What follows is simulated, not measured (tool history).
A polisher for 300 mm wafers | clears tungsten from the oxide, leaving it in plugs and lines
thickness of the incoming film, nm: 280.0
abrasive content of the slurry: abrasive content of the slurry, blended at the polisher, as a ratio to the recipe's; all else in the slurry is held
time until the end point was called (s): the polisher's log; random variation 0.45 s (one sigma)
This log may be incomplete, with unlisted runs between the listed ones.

run	hour	flow of slurry (ml/min)	pressure of the wafer on the pad (kPa)	speed of the pad under the wafer (cm/s)	abrasive content of the slurry	overpolish time after the end point (s)	time until the end point was called (s)
1	0	305	29.6	102	1	37	65
2	2.8	305	29.6	102	1.15	37	63.088
3	4.1	305	29.6	86	1.15	37	74.783
4	11	305	33.8	88	1.15	37	63.144
5	15.1	305	33.8	88	1.15	37	63.867
6	22.3	305	33.8	114	1.15	37	49.705
7	29.3	305	35.2	114	1.15	37	46.827

What will run 8 give?
8	35.4	305	36.5	114	1.15	37	?

time until the end point was called (s): 45.747
